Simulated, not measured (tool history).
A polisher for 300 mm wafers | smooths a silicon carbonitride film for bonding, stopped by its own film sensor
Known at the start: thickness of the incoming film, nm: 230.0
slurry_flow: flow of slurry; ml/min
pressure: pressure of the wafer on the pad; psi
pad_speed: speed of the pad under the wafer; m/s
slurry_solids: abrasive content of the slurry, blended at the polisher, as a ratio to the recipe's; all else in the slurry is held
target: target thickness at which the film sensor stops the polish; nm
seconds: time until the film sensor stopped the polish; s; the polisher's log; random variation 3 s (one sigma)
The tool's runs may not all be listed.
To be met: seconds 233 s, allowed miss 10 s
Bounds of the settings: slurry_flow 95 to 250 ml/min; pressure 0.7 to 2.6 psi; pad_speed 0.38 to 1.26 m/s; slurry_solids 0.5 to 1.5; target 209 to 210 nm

| run | hour | slurry_flow | pressure | pad_speed | slurry_solids | target | seconds |
|---|---|---|---|---|---|---|---|
| 1 | 0 | 160 | 1.6 | 0.82 | 1 | 210 | 130.6 |
| 2 | 4.4 | 160 | 1.3 | 0.8 | 1 | 210 | 161.88 |
| 3 | 12 | 160 | 1.3 | 0.8 | 1 | 210 | 160.57 |
| 4 | 20.4 | 160 | 1.1 | 0.8 | 1 | 210 | 195.2 |
| 5 | 24.5 | 160 | 1.4 | 0.8 | 1 | 210 | 153.33 |
| 6 | 29.8 | 160 | 1.4 | 0.7 | 1 | 210 | 162.25 |
| 7 | 30.8 | 160 | 1.2 | 0.7 | 1 | 210 | 185.71 |
| 8 | 36.9 | 160 | 1.1 | 0.7 | 1 | 210 | 203.26 |

Which of these 4 next moves meets every target?
| A | 43 | 145 | 1.3 | 0.76 | 0.8 | 210 | ? |
| B | 43 | 180 | 1 | 0.7 | 1 | 209 | ? |
| C | 43 | 175 | 1.4 | 0.76 | 0.7 | 210 | ? |
| D | 43 | 155 | 1.2 | 0.58 | 1.05 | 209 | ? |

| move | seconds |
|---|---|
| A | 191.34 |
| B | 231.11 |
| C | 187.65 |
| D | 209.92 |
A: further off than the last run
B: meets every target
C: further off than the last run
D: nearer than the last run, and not there yet
Move B is the one to make.
